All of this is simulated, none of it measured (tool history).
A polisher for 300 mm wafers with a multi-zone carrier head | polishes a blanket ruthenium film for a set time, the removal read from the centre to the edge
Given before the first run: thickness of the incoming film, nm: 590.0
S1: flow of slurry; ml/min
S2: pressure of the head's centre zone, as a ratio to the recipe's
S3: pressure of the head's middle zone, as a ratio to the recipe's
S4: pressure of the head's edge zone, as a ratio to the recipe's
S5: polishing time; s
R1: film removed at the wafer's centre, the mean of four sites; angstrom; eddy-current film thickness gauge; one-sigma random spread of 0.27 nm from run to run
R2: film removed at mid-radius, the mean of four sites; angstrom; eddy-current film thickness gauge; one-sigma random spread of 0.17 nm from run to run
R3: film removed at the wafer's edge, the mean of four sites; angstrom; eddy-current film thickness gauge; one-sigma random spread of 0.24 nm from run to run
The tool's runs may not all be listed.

Run 1, day 0: S1 175 ml/min, S2 1, S3 1, S4 1, S5 30 s. Result: R1 333.71 angstrom, R2 335.57 angstrom, R3 347.99 angstrom.
Run 2, day 0.062: S1 170 ml/min, S2 1, S3 0.97, S4 0.98, S5 28 s. Result: R1 306.85 angstrom, R2 305.16 angstrom, R3 319.26 angstrom.
Run 3, day 0.229: S1 170 ml/min, S2 1, S3 0.89, S4 0.98, S5 28 s. Result: R1 308.93 angstrom, R2 284.24 angstrom, R3 318.32 angstrom.
Run 4, day 0.283: S1 170 ml/min, S2 1, S3 0.89, S4 1.01, S5 28 s. Result: R1 317.16 angstrom, R2 285.09 angstrom, R3 321.28 angstrom.
Run 5, day 0.529: S1 170 ml/min, S2 1, S3 0.89, S4 1.09, S5 28 s. Result: R1 307.3 angstrom, R2 282.97 angstrom, R3 335.81 angstrom.
Run 6, day 0.9: S1 170 ml/min, S2 1, S3 0.89, S4 1.17, S5 28 s. Result: R1 311.73 angstrom, R2 285.6 angstrom, R3 351.19 angstrom.
Run 7, day 1.075: S1 165 ml/min, S2 1, S3 0.88, S4 1.12, S5 26 s. Result: R1 285.09 angstrom, R2 261.76 angstrom, R3 315.19 angstrom.
Run 8, day 1.321: S1 160 ml/min, S2 1.01, S3 0.87, S4 1.09, S5 25 s. Result: R1 276.41 angstrom, R2 247.37 angstrom, R3 295.04 angstrom.
Run 9, day 1.388: S1 160 ml/min, S2 1.01, S3 0.87, S4 1.09, S5 25 s. Result: R1 276.9 angstrom, R2 242.65 angstrom, R3 298.31 angstrom.
Run 10, day 1.608: S1 160 ml/min, S2 1.01, S3 0.87, S4 1.09, S5 25 s. Result: R1 280.38 angstrom, R2 249.17 angstrom, R3 299.84 angstrom.
Run 11, day 1.867: S1 155 ml/min, S2 1.01, S3 0.86, S4 1.06, S5 24 s. Result: R1 262.54 angstrom, R2 231.2 angstrom, R3 283.02 angstrom.
Run 12, day 2.217: S1 155 ml/min, S2 1.01, S3 0.86, S4 1.02, S5 23 s. Result: R1 251.34 angstrom, R2 225.33 angstrom, R3 267.45 angstrom.
Run 13, day 2.483: S1 155 ml/min, S2 1.01, S3 0.86, S4 1.02, S5 23 s. Result: R1 253.96 angstrom, R2 220.67 angstrom, R3 267.2 angstrom.
Run 14, day 2.804: S1 150 ml/min, S2 1.01, S3 0.86, S4 0.98, S5 23 s. Result: R1 256.23 angstrom, R2 221.35 angstrom, R3 260.37 angstrom.

What will run 15 give?
Run 15, day 3.179: S1 145 ml/min, S2 1, S3 0.86, S4 0.95, S5 23 s. Result: R1 ?, R2 ?, R3 ?.

For run 15 the tool returned R1 245.34 angstrom, R2 219.58 angstrom, R3 251.54 angstrom.
